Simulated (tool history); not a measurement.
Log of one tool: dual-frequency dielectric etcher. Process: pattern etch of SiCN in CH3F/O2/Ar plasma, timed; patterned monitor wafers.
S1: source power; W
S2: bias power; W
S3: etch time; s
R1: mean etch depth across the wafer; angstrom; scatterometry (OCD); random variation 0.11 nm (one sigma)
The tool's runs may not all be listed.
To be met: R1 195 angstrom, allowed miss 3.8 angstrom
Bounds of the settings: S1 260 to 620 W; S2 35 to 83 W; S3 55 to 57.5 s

Run 1, hour 0: S1 440 W, S2 59 W, S3 55 s. Result: R1 215.12 angstrom.
Run 2, hour 0.7: S1 440 W, S2 69 W, S3 55 s. Result: R1 220.88 angstrom.
Run 3, hour 2.8: S1 440 W, S2 69 W, S3 55 s. Result: R1 222.9 angstrom.
Run 4, hour 5: S1 420 W, S2 68 W, S3 55 s. Result: R1 218.08 angstrom.
Run 5, hour 7.4: S1 420 W, S2 64 W, S3 55 s. Result: R1 212.97 angstrom.
Run 6, hour 15.9: S1 420 W, S2 64 W, S3 57.5 s. Result: R1 223.74 angstrom.
Run 7, hour 18.4: S1 410 W, S2 64 W, S3 57.5 s. Result: R1 218.83 angstrom.
Run 8, hour 21.4: S1 400 W, S2 64 W, S3 57.5 s. Result: R1 216.09 angstrom.
Run 9, hour 24.8: S1 390 W, S2 64 W, S3 57.5 s. Result: R1 213.04 angstrom.
Run 10, hour 33: S1 380 W, S2 64 W, S3 57.5 s. Result: R1 209.42 angstrom.
Run 11, hour 34.3: S1 370 W, S2 64 W, S3 57.5 s. Result: R1 205.57 angstrom.
Run 12, hour 39.5: S1 320 W, S2 63 W, S3 57.5 s. Result: R1 189.91 angstrom.

Which of these 4 next moves meets every target?
Run A, hour 44.7: S1 320 W, S2 64 W, S3 56 s. Result: R1 ?.
Run B, hour 44.7: S1 340 W, S2 68 W, S3 57.5 s. Result: R1 ?.
Run C, hour 44.7: S1 330 W, S2 69 W, S3 57 s. Result: R1 ?.
Run D, hour 44.7: S1 310 W, S2 66 W, S3 56.5 s. Result: R1 ?.

move      R1
   A  186.82
   B  202.22
   C  197.78
   D  186.44
A: further off than the last run
B: takes the result that was furthest off past its target
C: meets every target
D: further off than the last run
Answer: C
